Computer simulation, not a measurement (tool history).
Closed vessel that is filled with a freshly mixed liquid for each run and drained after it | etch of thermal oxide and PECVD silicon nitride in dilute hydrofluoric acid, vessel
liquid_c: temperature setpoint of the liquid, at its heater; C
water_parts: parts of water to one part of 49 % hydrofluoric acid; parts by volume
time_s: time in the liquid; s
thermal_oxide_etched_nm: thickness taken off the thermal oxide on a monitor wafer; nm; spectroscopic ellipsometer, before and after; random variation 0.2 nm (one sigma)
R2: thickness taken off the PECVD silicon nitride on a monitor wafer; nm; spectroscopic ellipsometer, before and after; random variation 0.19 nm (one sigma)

run 1 hour=0 | liquid_c=20 water_parts=60 time_s=405 | thermal_oxide_etched_nm=29.043 R2=18.2
run 2 hour=5.8 | liquid_c=22.5 water_parts=60 time_s=405 | thermal_oxide_etched_nm=32.157 R2=21.477
run 3 hour=11 | liquid_c=24 water_parts=60 time_s=405 | thermal_oxide_etched_nm=34.471 R2=23.987
run 4 hour=19.9 | liquid_c=23.5 water_parts=50 time_s=400 | thermal_oxide_etched_nm=40.473 R2=27.07
run 5 hour=29.1 | liquid_c=23.5 water_parts=45 time_s=390 | thermal_oxide_etched_nm=44.052 R2=29.405
run 6 hour=33.7 | liquid_c=23 water_parts=40 time_s=385 | thermal_oxide_etched_nm=48.547 R2=31.492
run 7 hour=42.7 | liquid_c=23 water_parts=35 time_s=380 | thermal_oxide_etched_nm=54.729 R2=35.511
run 8 hour=46.9 | liquid_c=22.5 water_parts=35 time_s=380 | thermal_oxide_etched_nm=53.933 R2=34.334
run 9 hour=55.2 | liquid_c=22 water_parts=35 time_s=380 | thermal_oxide_etched_nm=52.434 R2=33.009

Run 10 comes next. What will it give?
run 10 hour=57.5 | liquid_c=22 water_parts=30 time_s=375 | thermal_oxide_etched_nm=? R2=?

Run 10 gave thermal_oxide_etched_nm 60.84 nm, R2 37.842 nm.
